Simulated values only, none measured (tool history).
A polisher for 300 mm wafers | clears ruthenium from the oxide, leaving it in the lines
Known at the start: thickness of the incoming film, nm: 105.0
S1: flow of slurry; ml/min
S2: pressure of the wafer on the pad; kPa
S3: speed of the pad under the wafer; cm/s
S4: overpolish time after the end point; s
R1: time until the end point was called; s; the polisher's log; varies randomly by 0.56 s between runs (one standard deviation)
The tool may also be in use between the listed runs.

run	hour	S1	S2	S3	S4	R1
1	0	275	12.4	122	15	102.71
2	7.5	275	12.4	122	15	102.86
3	10.3	275	13.8	124	15	90.508
4	16.2	275	13.8	98	15	115.05
5	17.2	275	14.5	104	15	103.13
6	24.1	275	15.2	110	15	94.357
7	32.6	275	15.9	116	15	85.541
8	39	275	16.5	120	15	78.174
9	47	280	19.3	144	15	57.366
10	53.5	280	19.3	146	15	56.356

Run 11, settings as shown, results not yet in. Your forecast:
11	61.2	280	19.3	146	15	?

R1: 56.782 s
